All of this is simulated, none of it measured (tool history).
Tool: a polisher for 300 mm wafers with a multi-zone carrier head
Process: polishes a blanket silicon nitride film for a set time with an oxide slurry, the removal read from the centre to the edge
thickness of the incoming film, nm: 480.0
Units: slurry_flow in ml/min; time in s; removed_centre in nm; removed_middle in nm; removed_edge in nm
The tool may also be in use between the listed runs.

{"run": 1, "day": 0.0, "slurry_flow": 185, "centre_zone": 1, "middle_zone": 1, "edge_zone": 1, "slurry_solids": 1, "time": 64, "removed_centre": 34.347, "removed_middle": 33.692, "removed_edge": 36.161}
{"run": 2, "day": 0.208, "slurry_flow": 185, "centre_zone": 1, "middle_zone": 1, "edge_zone": 1, "slurry_solids": 1, "time": 49, "removed_centre": 25.713, "removed_middle": 26.019, "removed_edge": 26.433}
{"run": 3, "day": 0.479, "slurry_flow": 185, "centre_zone": 0.98, "middle_zone": 0.98, "edge_zone": 1.05, "slurry_solids": 1.15, "time": 50, "removed_centre": 27.354, "removed_middle": 27.767, "removed_edge": 30.062}
{"run": 4, "day": 0.612, "slurry_flow": 195, "centre_zone": 0.97, "middle_zone": 0.98, "edge_zone": 1.09, "slurry_solids": 1.2, "time": 50, "removed_centre": 27.56, "removed_middle": 29.247, "removed_edge": 30.498}
{"run": 5, "day": 0.683, "slurry_flow": 180, "centre_zone": 0.96, "middle_zone": 0.96, "edge_zone": 1.1, "slurry_solids": 1.3, "time": 51, "removed_centre": 28.929, "removed_middle": 28.754, "removed_edge": 32.879}
{"run": 6, "day": 0.912, "slurry_flow": 180, "centre_zone": 0.94, "middle_zone": 0.96, "edge_zone": 1.11, "slurry_solids": 1.35, "time": 51, "removed_centre": 28.553, "removed_middle": 29.455, "removed_edge": 33.047}
{"run": 7, "day": 1.15, "slurry_flow": 180, "centre_zone": 0.93, "middle_zone": 0.95, "edge_zone": 1.13, "slurry_solids": 1.4, "time": 52, "removed_centre": 29.188, "removed_middle": 30.117, "removed_edge": 34.713}

Forecast run 8:
{"run": 8, "day": 1.3, "slurry_flow": 180, "centre_zone": 0.93, "middle_zone": 0.95, "edge_zone": 1.14, "slurry_solids": 1.45, "time": 52, "removed_centre": "?", "removed_middle": "?", "removed_edge": "?"}

{"run 8": {"removed_centre": 29.352, "removed_middle": 30.352, "removed_edge": 34.339}}
